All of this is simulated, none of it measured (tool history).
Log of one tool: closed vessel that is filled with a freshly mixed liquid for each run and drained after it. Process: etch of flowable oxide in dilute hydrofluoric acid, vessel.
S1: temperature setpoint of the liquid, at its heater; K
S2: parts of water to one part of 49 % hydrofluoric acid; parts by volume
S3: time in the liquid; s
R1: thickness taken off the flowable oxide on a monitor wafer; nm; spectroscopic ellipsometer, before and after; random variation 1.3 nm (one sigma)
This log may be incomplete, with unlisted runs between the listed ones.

run,hour,S1,S2,S3,R1
1,0.0,298.15,100,185,69.151
2,6.3,296.15,100,185,63.473
3,8.3,296.15,100,200,68.607
4,14.4,298.15,95,200,79.850
5,15.8,298.15,125,200,57.950
6,22.5,295.65,125,200,53.141

Run 7 comes next. What will it give?
7,27.9,297.65,115,200,?

Run 7 came out at R1 63.813 nm.
